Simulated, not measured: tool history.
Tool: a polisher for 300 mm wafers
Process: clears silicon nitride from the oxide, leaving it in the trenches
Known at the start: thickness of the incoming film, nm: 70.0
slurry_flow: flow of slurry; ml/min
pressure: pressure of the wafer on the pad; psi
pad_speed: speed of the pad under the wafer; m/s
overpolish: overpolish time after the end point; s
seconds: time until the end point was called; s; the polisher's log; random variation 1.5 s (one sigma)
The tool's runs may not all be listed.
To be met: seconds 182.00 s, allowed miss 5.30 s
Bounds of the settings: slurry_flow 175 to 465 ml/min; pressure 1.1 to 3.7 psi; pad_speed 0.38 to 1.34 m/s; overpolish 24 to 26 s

Run 1, day 0.000: slurry_flow 295 ml/min, pressure 2.4 psi, pad_speed 0.86 m/s, overpolish 24 s. Result: seconds 115.49 s.
Run 2, day 0.321: slurry_flow 295 ml/min, pressure 2.2 psi, pad_speed 0.86 m/s, overpolish 24 s. Result: seconds 125.01 s.
Run 3, day 0.542: slurry_flow 240 ml/min, pressure 2.2 psi, pad_speed 0.86 m/s, overpolish 24 s. Result: seconds 125.81 s.
Run 4, day 0.817: slurry_flow 240 ml/min, pressure 2.4 psi, pad_speed 0.86 m/s, overpolish 24 s. Result: seconds 115.65 s.
Run 5, day 0.988: slurry_flow 240 ml/min, pressure 2.2 psi, pad_speed 0.86 m/s, overpolish 24 s. Result: seconds 126.00 s.
Run 6, day 1.038: slurry_flow 295 ml/min, pressure 2.2 psi, pad_speed 0.86 m/s, overpolish 24 s. Result: seconds 123.25 s.
Run 7, day 1.262: slurry_flow 295 ml/min, pressure 2.0 psi, pad_speed 0.86 m/s, overpolish 24 s. Result: seconds 134.73 s.
Run 8, day 1.329: slurry_flow 290 ml/min, pressure 1.4 psi, pad_speed 0.86 m/s, overpolish 24 s. Result: seconds 192.88 s.

4 next moves are on the table. One of them brings every result within its allowed miss. Which?
Run A, day 1.396: slurry_flow 270 ml/min, pressure 1.4 psi, pad_speed 0.86 m/s, overpolish 25 s. Result: seconds ?.
Run B, day 1.396: slurry_flow 350 ml/min, pressure 1.3 psi, pad_speed 0.98 m/s, overpolish 24 s. Result: seconds ?.
Run C, day 1.396: slurry_flow 265 ml/min, pressure 2.4 psi, pad_speed 0.48 m/s, overpolish 26 s. Result: seconds ?.
Run D, day 1.396: slurry_flow 240 ml/min, pressure 1.6 psi, pad_speed 0.90 m/s, overpolish 25 s. Result: seconds ?.

move  seconds
   A   190.82
   B   181.82
   C   172.19
   D   163.60
A: nearer than the last run, and not there yet
B: meets every target
C: takes the result that was furthest off past its target
D: takes the result that was furthest off past its target
The right move is B.
